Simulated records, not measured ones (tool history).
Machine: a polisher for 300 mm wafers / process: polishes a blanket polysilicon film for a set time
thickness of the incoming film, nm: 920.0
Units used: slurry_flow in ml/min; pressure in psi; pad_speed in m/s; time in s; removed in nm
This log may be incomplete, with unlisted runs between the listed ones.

run,day,slurry_flow,pressure,pad_speed,time,removed
1,0,255,1.7,1.28,60,310.61
2,0.058,255,1.7,1.48,60,363.47
3,0.258,255,1.4,1.36,60,272.52
4,0.304,255,1.4,1.1,60,226.96
5,0.358,255,1.4,1.1,63,237.14
6,0.467,255,1.4,1.28,63,270.17
7,0.788,255,1.2,1.24,63,227.32
8,1.154,255,1.1,1.22,63,205.73
9,1.279,255,1,1.22,63,184.22

Run 10 comes next. What will it give?
10,1.367,255,0.8,1.22,63,?

removed: 153.53 nm
